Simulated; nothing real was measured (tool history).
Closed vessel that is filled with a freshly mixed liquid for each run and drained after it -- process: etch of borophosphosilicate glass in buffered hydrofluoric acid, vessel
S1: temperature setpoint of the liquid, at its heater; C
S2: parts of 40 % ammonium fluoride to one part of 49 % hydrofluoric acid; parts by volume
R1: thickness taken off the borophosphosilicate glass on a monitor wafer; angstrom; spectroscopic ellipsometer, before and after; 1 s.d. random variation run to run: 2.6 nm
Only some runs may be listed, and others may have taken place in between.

run 1 hour=0 | S1=23 S2=8.5 time_in_the_liquid_(s)=95 | R1=3591
run 2 hour=7.2 | S1=23 S2=8.5 time_in_the_liquid_(s)=105 | R1=3986
run 3 hour=13.9 | S1=23 S2=8.5 time_in_the_liquid_(s)=105 | R1=3963.9
run 4 hour=15.9 | S1=20 S2=8.5 time_in_the_liquid_(s)=105 | R1=3360.6
run 5 hour=18.1 | S1=21.5 S2=8.5 time_in_the_liquid_(s)=105 | R1=3676.9
run 6 hour=20.1 | S1=21.5 S2=8.5 time_in_the_liquid_(s)=95 | R1=3310.5
run 7 hour=24.4 | S1=23.5 S2=8.5 time_in_the_liquid_(s)=95 | R1=3667.5

The next listed run, before its measurement:
run 8 hour=32.3 | S1=25 S2=8.5 time_in_the_liquid_(s)=95 | R1=?

R1: 3992.9 angstrom
